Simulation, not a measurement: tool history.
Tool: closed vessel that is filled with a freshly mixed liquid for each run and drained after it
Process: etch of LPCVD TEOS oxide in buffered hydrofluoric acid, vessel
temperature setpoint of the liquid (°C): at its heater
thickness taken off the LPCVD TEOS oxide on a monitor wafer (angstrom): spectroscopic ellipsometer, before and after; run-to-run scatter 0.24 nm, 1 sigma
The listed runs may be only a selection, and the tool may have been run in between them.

run	hour	temperature setpoint of the liquid (°C)	parts of 40 % ammonium fluoride to one part of 49 % hydrofluoric acid (parts by volume)	time in the liquid (s)	thickness taken off the LPCVD TEOS oxide on a monitor wafer (angstrom)
1	0	25	8.5	30	985.13
2	1.7	23	8.5	30	878.4
3	4	21.5	8.5	30	811.88
4	11.2	20.5	8.5	30	768.04
5	20.3	19.5	8.5	30	728.79
6	24.5	19	8.5	30	709.31

Predict the results of run 7:
7	30.2	18.5	8.5	30	?

Run 7 came out at thickness taken off the LPCVD TEOS oxide on a monitor wafer (angstrom) 691.7.

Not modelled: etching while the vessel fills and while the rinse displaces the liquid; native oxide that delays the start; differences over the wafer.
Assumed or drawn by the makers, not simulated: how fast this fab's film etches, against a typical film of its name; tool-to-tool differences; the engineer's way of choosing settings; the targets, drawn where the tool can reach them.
